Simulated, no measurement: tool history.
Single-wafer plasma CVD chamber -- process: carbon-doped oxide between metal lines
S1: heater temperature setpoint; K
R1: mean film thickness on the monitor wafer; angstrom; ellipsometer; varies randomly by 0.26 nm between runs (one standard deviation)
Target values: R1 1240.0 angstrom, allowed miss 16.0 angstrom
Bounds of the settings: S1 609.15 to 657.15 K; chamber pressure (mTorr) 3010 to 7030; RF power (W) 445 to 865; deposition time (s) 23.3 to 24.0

run 1 hour=0.0 | S1=633.15 chamber_pressure_(mTorr)=5020 RF_power_(W)=655 deposition_time_(s)=23.3 | R1=1348.2
run 2 hour=0.9 | S1=636.15 chamber_pressure_(mTorr)=4830 RF_power_(W)=650 deposition_time_(s)=23.3 | R1=1325.8
run 3 hour=4.9 | S1=636.15 chamber_pressure_(mTorr)=5540 RF_power_(W)=650 deposition_time_(s)=23.3 | R1=1348.7
run 4 hour=8.0 | S1=636.15 chamber_pressure_(mTorr)=5540 RF_power_(W)=650 deposition_time_(s)=23.3 | R1=1352.0
run 5 hour=11.2 | S1=638.15 chamber_pressure_(mTorr)=5320 RF_power_(W)=645 deposition_time_(s)=23.3 | R1=1332.7
run 6 hour=16.5 | S1=640.15 chamber_pressure_(mTorr)=5100 RF_power_(W)=640 deposition_time_(s)=23.3 | R1=1316.9
run 7 hour=21.2 | S1=641.15 chamber_pressure_(mTorr)=4900 RF_power_(W)=635 deposition_time_(s)=23.3 | R1=1296.6
run 8 hour=29.8 | S1=642.15 chamber_pressure_(mTorr)=4780 RF_power_(W)=635 deposition_time_(s)=23.3 | R1=1290.0

4 next moves are on the table. One of them brings every result within its allowed miss. Which?
run A hour=38.4 | S1=636.15 chamber_pressure_(mTorr)=4690 RF_power_(W)=670 deposition_time_(s)=23.8 | R1=?
run B hour=38.4 | S1=646.15 chamber_pressure_(mTorr)=4770 RF_power_(W)=570 deposition_time_(s)=23.3 | R1=?
run C hour=38.4 | S1=636.15 chamber_pressure_(mTorr)=5090 RF_power_(W)=590 deposition_time_(s)=24.0 | R1=?
run D hour=38.4 | S1=647.15 chamber_pressure_(mTorr)=5020 RF_power_(W)=600 deposition_time_(s)=23.3 | R1=?

move=A R1=1368.7
move=B R1=1208.3
move=C R1=1306.5
move=D R1=1248.6
A: moves away from the targets compared with the last run
B: carries the result that was furthest off beyond its target, to the other side
C: moves away from the targets compared with the last run
D: every result within its allowed miss
So the answer is move D, the one that meets all the targets.
